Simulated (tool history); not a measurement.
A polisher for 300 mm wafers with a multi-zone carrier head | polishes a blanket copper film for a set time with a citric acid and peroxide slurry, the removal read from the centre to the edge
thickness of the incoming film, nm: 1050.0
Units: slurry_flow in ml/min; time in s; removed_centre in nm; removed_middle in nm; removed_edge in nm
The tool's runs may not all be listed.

run	hour	slurry_flow	centre_zone	middle_zone	edge_zone	slurry_solids	time	removed_centre	removed_middle	removed_edge
1	0.0	175	1.00	1.00	1.00	1.00	35	46.658	47.281	46.869
2	2.4	170	0.98	1.00	0.97	0.95	35	45.805	46.312	46.181
3	9.9	170	1.01	1.00	0.97	0.95	35	46.761	46.936	46.375
4	16.4	170	1.01	1.04	0.97	0.95	35	46.231	48.288	45.789
5	22.4	165	1.00	1.04	0.96	0.85	34	44.232	44.802	43.516
6	26.3	160	0.98	1.05	0.95	0.80	34	42.878	45.120	41.353

The next listed run, before its measurement:
7	34.6	155	0.96	1.04	0.96	0.80	34	?	?	?

removed_centre: 40.485 nm
removed_middle: 43.517 nm
removed_edge: 41.326 nm

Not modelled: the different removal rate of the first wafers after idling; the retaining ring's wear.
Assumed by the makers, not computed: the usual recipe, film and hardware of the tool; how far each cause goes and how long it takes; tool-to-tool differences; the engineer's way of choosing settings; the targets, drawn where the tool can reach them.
